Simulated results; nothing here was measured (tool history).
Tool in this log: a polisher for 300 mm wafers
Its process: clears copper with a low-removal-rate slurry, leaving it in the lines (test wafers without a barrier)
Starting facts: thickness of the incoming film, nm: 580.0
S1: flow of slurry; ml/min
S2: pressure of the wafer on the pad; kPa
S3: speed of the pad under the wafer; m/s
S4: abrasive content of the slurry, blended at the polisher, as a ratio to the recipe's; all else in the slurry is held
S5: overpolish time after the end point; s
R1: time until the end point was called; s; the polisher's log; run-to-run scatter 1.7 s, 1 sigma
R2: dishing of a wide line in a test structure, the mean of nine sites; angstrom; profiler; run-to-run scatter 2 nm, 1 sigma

run,hour,S1,S2,S3,S4,S5,R1,R2
1,0,180,22.8,1.34,1,28,123.66,834.49
2,8.9,205,22.8,1.34,1,28,121.06,812.26
3,14,205,17.9,1.34,1,28,151.8,672.18
4,22.4,205,17.9,1.34,1.1,28,145.93,712.08
5,26.7,205,17.9,1.34,1.1,34,145.42,801.72
6,32.7,205,20.7,1.34,1.1,34,130.14,880.82
# hour 39.3: slurry blender recalibrated
7,39.3,205,22.1,1.36,1.1,32,120.72,933.03

Expected results for the next run?
8,44.5,205,23.4,1.38,1.1,30,?,?

Run 8 yielded R1 108.89 s, R2 929.92 angstrom.
